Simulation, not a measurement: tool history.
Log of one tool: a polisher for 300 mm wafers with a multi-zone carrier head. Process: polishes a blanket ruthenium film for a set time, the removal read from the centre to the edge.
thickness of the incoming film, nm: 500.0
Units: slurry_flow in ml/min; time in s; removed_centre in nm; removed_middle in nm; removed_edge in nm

Run 1, day 0: slurry_flow 220 ml/min, centre_zone 1, middle_zone 1, edge_zone 1, time 53 s. Result: removed_centre 79.633 nm, removed_middle 77.576 nm, removed_edge 77.15 nm.
Run 2, day 0.146: slurry_flow 260 ml/min, centre_zone 1, middle_zone 1, edge_zone 1, time 53 s. Result: removed_centre 82.364 nm, removed_middle 81.764 nm, removed_edge 77.578 nm.
Run 3, day 0.433: slurry_flow 250 ml/min, centre_zone 1.01, middle_zone 0.99, edge_zone 1.03, time 55 s. Result: removed_centre 85.342 nm, removed_middle 83.2 nm, removed_edge 81.639 nm.
Run 4, day 0.733: slurry_flow 245 ml/min, centre_zone 1.02, middle_zone 0.97, edge_zone 1.06, time 56 s. Result: removed_centre 87.615 nm, removed_middle 80.6 nm, removed_edge 85.024 nm.
Run 5, day 1.042: slurry_flow 220 ml/min, centre_zone 1.02, middle_zone 0.97, edge_zone 1.06, time 56 s. Result: removed_centre 86.167 nm, removed_middle 80.517 nm, removed_edge 81.641 nm.
Run 6, day 1.208: slurry_flow 220 ml/min, centre_zone 1.02, middle_zone 0.97, edge_zone 1.06, time 67 s. Result: removed_centre 103.16 nm, removed_middle 96.02 nm, removed_edge 100.25 nm.

The next listed run, before its measurement:
Run 7, day 1.4: slurry_flow 210 ml/min, centre_zone 1.01, middle_zone 0.96, edge_zone 1.07, time 67 s. Result: removed_centre ?, removed_middle ?, removed_edge ?.

removed_centre: 100.91 nm
removed_middle: 93.447 nm
removed_edge: 100.07 nm
